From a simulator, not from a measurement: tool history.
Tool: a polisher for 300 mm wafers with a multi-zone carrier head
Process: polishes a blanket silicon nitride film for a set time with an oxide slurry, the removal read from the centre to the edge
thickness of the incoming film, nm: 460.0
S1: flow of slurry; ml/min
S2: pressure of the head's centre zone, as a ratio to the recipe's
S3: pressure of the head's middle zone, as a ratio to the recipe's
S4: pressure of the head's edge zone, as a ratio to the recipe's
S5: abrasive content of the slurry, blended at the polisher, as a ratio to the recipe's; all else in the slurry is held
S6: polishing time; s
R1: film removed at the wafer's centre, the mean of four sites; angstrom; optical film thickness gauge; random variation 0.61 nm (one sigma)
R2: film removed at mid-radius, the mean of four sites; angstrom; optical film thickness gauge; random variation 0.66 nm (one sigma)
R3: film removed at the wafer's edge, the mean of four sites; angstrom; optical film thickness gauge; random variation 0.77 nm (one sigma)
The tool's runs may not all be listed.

run,hour,S1,S2,S3,S4,S5,S6,R1,R2,R3
1,0.0,150,1.00,1.00,1.00,1.00,69,427.54,442.39,442.41
2,3.6,150,1.00,0.92,1.00,1.00,69,428.69,406.97,442.96
3,5.0,160,1.03,0.97,1.03,1.10,69,468.65,453.88,466.04
4,10.0,165,1.04,0.99,1.05,1.20,69,491.42,480.04,489.32
5,14.6,170,1.06,1.02,1.06,1.25,69,522.51,502.26,514.69
6,15.6,180,1.07,1.05,1.05,1.25,69,535.10,516.14,508.23
7,23.1,185,1.07,1.08,1.06,1.30,69,542.59,539.10,509.41

Run 8 comes next. What will it give?
8,25.5,185,1.07,1.09,1.07,1.35,69,?,?,?

R1: 553.64 angstrom
R2: 554.55 angstrom
R3: 519.62 angstrom

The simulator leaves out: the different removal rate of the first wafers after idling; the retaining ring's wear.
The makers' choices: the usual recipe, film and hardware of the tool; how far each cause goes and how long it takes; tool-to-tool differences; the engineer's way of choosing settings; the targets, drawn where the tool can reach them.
